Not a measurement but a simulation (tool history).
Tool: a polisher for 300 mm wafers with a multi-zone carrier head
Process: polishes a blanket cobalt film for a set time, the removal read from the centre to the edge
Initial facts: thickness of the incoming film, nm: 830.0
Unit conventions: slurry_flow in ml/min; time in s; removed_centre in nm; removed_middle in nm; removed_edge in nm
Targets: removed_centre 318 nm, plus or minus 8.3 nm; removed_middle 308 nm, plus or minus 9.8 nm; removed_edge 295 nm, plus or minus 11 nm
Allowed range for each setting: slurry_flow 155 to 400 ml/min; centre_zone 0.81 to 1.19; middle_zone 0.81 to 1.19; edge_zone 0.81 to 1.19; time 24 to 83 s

Run 1, hour 0: slurry_flow 255 ml/min, centre_zone 1, middle_zone 1, edge_zone 1, time 53 s. Result: removed_centre 253.55 nm, removed_middle 246.71 nm, removed_edge 240.98 nm.
Run 2, hour 8.8: slurry_flow 280 ml/min, centre_zone 1, middle_zone 1, edge_zone 1, time 53 s. Result: removed_centre 255.78 nm, removed_middle 253.22 nm, removed_edge 237.83 nm.
Run 3, hour 13.5: slurry_flow 280 ml/min, centre_zone 1, middle_zone 0.95, edge_zone 1, time 53 s. Result: removed_centre 252.98 nm, removed_middle 242.08 nm, removed_edge 243.47 nm.
Run 4, hour 16.1: slurry_flow 280 ml/min, centre_zone 1, middle_zone 0.96, edge_zone 1.01, time 54 s. Result: removed_centre 258.34 nm, removed_middle 242.29 nm, removed_edge 252.54 nm.
Run 5, hour 23.1: slurry_flow 280 ml/min, centre_zone 1.08, middle_zone 0.96, edge_zone 1.01, time 54 s. Result: removed_centre 278.52 nm, removed_middle 247.81 nm, removed_edge 250.28 nm.
Run 6, hour 27: slurry_flow 245 ml/min, centre_zone 1.08, middle_zone 0.96, edge_zone 1.01, time 54 s. Result: removed_centre 277.93 nm, removed_middle 246.27 nm, removed_edge 239.94 nm.
Run 7, hour 33.3: slurry_flow 255 ml/min, centre_zone 1.08, middle_zone 0.98, edge_zone 1.02, time 54 s. Result: removed_centre 279.38 nm, removed_middle 243.89 nm, removed_edge 245.87 nm.
Run 8, hour 41.8: slurry_flow 265 ml/min, centre_zone 1.08, middle_zone 1, edge_zone 1.02, time 55 s. Result: removed_centre 281.32 nm, removed_middle 257.35 nm, removed_edge 250.19 nm.
Run 9, hour 49.7: slurry_flow 270 ml/min, centre_zone 1.08, middle_zone 1.01, edge_zone 1.03, time 56 s. Result: removed_centre 287.39 nm, removed_middle 261.91 nm, removed_edge 258.25 nm.
Run 10, hour 51: slurry_flow 275 ml/min, centre_zone 1.08, middle_zone 1.02, edge_zone 1.03, time 56 s. Result: removed_centre 291.96 nm, removed_middle 261.4 nm, removed_edge 254.55 nm.
Run 11, hour 51.7: slurry_flow 280 ml/min, centre_zone 1.07, middle_zone 1.03, edge_zone 1.03, time 57 s. Result: removed_centre 292.52 nm, removed_middle 266.59 nm, removed_edge 264.25 nm.
Run 12, hour 57.4: slurry_flow 285 ml/min, centre_zone 1.07, middle_zone 1.04, edge_zone 1.03, time 58 s. Result: removed_centre 302.14 nm, removed_middle 276.02 nm, removed_edge 260.8 nm.
Run 13, hour 62.1: slurry_flow 285 ml/min, centre_zone 1.06, middle_zone 1.05, edge_zone 1.04, time 59 s. Result: removed_centre 301.27 nm, removed_middle 284.14 nm, removed_edge 269.21 nm.
Run 14, hour 66.4: slurry_flow 290 ml/min, centre_zone 1.06, middle_zone 1.05, edge_zone 1.05, time 59 s. Result: removed_centre 305.55 nm, removed_middle 285.69 nm, removed_edge 270.48 nm.
Run 15, hour 74.2: slurry_flow 340 ml/min, centre_zone 1.04, middle_zone 1.09, edge_zone 1.15, time 60 s. Result: removed_centre 306.98 nm, removed_middle 301.31 nm, removed_edge 292.95 nm.

Which single option among these 5 for the next run brings every result within its allowed miss of target? Just one does.
Run A, hour 82: slurry_flow 285 ml/min, centre_zone 1.02, middle_zone 1.06, edge_zone 1.11, time 61 s. Result: removed_centre ?, removed_middle ?, removed_edge ?.
Run B, hour 82: slurry_flow 390 ml/min, centre_zone 1.04, middle_zone 1.06, edge_zone 1.11, time 62 s. Result: removed_centre ?, removed_middle ?, removed_edge ?.
Run C, hour 82: slurry_flow 400 ml/min, centre_zone 1.08, middle_zone 1.14, edge_zone 1, time 62 s. Result: removed_centre ?, removed_middle ?, removed_edge ?.
Run D, hour 82: slurry_flow 390 ml/min, centre_zone 1.08, middle_zone 1.15, edge_zone 1.03, time 59 s. Result: removed_centre ?, removed_middle ?, removed_edge ?.
Run E, hour 82: slurry_flow 300 ml/min, centre_zone 1.07, middle_zone 1.01, edge_zone 1.19, time 61 s. Result: removed_centre ?, removed_middle ?, removed_edge ?.

move  removed_centre  removed_middle  removed_edge
   A          297.91           293.8        285.67
   B          318.08          306.76        296.46
   C           331.2          320.55         287.6
   D          314.55          306.03        275.62
   E          314.26           287.2        293.26
A: moves away from the targets compared with the last run
B: all results land within tolerance of their targets
C: takes the biggest miss from the last run beyond its target
D: puts the biggest miss on target and leaves a different result outside tolerance
E: puts the biggest miss on target and leaves a different result outside tolerance
Correct choice: B, which meets every target
